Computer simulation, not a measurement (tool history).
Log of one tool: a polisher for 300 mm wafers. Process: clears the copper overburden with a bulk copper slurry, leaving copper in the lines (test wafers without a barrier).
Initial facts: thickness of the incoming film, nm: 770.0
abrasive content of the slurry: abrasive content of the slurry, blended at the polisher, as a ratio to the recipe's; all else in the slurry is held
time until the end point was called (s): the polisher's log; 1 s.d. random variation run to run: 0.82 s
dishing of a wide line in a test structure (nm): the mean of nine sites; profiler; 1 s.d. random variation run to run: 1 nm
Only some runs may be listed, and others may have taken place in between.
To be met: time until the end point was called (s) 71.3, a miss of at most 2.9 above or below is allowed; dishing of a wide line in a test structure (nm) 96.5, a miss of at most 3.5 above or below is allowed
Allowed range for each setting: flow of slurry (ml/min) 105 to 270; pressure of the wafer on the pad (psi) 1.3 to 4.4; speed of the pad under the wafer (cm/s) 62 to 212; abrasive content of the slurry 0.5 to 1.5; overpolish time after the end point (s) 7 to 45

run,hour,flow of slurry (ml/min),pressure of the wafer on the pad (psi),speed of the pad under the wafer (cm/s),abrasive content of the slurry,overpolish time after the end point (s),time until the end point was called (s),dishing of a wide line in a test structure (nm)
1,0,175,2.8,136,1,23,59.572,106.72
2,5.6,175,2.8,136,1,27,59.857,109.42
3,6.7,175,2.8,136,1.1,27,57.454,110.14
4,10.8,175,2.8,136,1.1,21,58.252,105.22
5,19.2,175,2.6,136,1.1,21,61.879,98.829
6,23.2,195,2.6,136,1.1,21,60.295,100.56
7,30.9,185,2.5,136,1.1,22,65.256,100.33
8,31.7,180,2.4,136,1.1,22,68.715,98.064
9,40.4,175,2.4,136,1.1,22,67.159,96.826
10,43.6,175,2.4,136,1.1,23,68.917,98.929
11,48.6,170,2.4,136,1.1,23,67.536,98.611

Of the 4 settings listed for the next run, only one would bring every result within its allowed miss of target. Which one?
A,53.6,180,2.5,130,0.9,22,?,?
B,53.6,195,2.9,134,0.7,20,?,?
C,53.6,190,2.3,150,1.1,19,?,?
D,53.6,190,2.5,134,1.2,22,?,?

move,time until the end point was called (s),dishing of a wide line in a test structure (nm)
A,70.615,98.035
B,60.919,102.49
C,63.929,94.98
D,64.847,100.6
A: every result lands within tolerance
B: moves away from the targets compared with the last run
C: moves away from the targets compared with the last run
D: moves away from the targets compared with the last run
Correct choice: A, which meets every target

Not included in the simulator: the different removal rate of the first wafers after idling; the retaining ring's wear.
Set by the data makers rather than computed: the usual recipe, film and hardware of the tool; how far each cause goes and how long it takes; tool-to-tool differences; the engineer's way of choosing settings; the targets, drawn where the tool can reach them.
